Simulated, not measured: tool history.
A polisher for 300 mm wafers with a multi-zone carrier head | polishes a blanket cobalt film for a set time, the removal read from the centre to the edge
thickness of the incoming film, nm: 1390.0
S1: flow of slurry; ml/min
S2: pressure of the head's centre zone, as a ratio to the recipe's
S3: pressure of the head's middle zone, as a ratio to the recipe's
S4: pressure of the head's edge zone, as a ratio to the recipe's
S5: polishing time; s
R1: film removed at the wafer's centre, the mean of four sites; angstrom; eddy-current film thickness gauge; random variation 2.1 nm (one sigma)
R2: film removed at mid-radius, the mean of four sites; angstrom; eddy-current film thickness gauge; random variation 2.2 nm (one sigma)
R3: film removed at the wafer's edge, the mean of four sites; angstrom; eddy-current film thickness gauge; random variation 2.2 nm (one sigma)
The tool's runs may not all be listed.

{"run": 1, "hour": 0.0, "S1": 265, "S2": 1, "S3": 1, "S4": 1, "S5": 77, "R1": 3201, "R2": 3296.8, "R3": 3220.2}
{"run": 2, "hour": 1.6, "S1": 265, "S2": 1, "S3": 1, "S4": 1, "S5": 96, "R1": 4034.5, "R2": 4090.1, "R3": 4042.8}
{"run": 3, "hour": 6.6, "S1": 265, "S2": 1, "S3": 1, "S4": 1, "S5": 109, "R1": 4595.4, "R2": 4759, "R3": 4416.6}
{"run": 4, "hour": 9.7, "S1": 225, "S2": 1, "S3": 1, "S4": 1, "S5": 109, "R1": 4478.1, "R2": 4557.4, "R3": 4470.4}
{"run": 5, "hour": 10.6, "S1": 225, "S2": 1, "S3": 1, "S4": 1, "S5": 119, "R1": 4918.7, "R2": 4945.1, "R3": 4779.7}
{"run": 6, "hour": 12.8, "S1": 205, "S2": 0.95, "S3": 0.94, "S4": 0.94, "S5": 95, "R1": 3580.6, "R2": 3744.2, "R3": 3779.6}
{"run": 7, "hour": 17.3, "S1": 160, "S2": 0.9, "S3": 0.84, "S4": 0.84, "S5": 73, "R1": 2458, "R2": 2500.9, "R3": 2656.7}

Forecast run 8:
{"run": 8, "hour": 20.8, "S1": 160, "S2": 0.91, "S3": 0.84, "S4": 0.83, "S5": 63, "R1": "?", "R2": "?", "R3": "?"}

R1: 2164.2 angstrom
R2: 2140.4 angstrom
R3: 2284.5 angstrom
